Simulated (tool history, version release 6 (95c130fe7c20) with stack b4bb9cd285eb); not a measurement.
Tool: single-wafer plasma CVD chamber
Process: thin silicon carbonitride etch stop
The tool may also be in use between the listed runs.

| run | hour | RF power (kW) | deposition time (s) | mean film thickness on the monitor wafer (Å) |
|---|---|---|---|---|
| 1 | 0 | 0.25 | 21.3 | 124.84 |
| 2 | 0.9 | 0.275 | 21.3 | 128.88 |
| 3 | 9.9 | 0.295 | 21.3 | 131.06 |
| 4 | 15.1 | 0.275 | 20 | 120.8 |
| 5 | 22.5 | 0.26 | 19.2 | 114.39 |
| 6 | 23.4 | 0.245 | 18.8 | 109.9 |

Forecast run 7:
| 7 | 25.4 | 0.235 | 18.6 | ? |

mean film thickness on the monitor wafer (Å): 106.28
